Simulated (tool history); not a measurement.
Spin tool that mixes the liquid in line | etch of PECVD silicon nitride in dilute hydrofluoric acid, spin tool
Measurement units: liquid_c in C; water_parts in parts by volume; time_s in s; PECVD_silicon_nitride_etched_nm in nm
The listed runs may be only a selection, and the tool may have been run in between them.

run    day  liquid_c  water_parts  time_s  PECVD_silicon_nitride_etched_nm
  1  0.000      26.0          155     300                           13.925
  2  0.242      26.0          155     320                           14.781
  3  0.362      28.0          130     320                           19.975
  4  0.738      28.0          175     320                           14.848
  5  0.871      28.0          175     300                           14.055
  6  0.988      28.0          230     300                           10.562
  7  1.329      29.5          180     300                           14.986
  8  1.650      30.5          145     300                           19.803

Run 9 is up next; what results do you expect?
  9  1.958      31.5          120     300                                ?

{"run 9": {"PECVD_silicon_nitride_etched_nm": 25.323}}
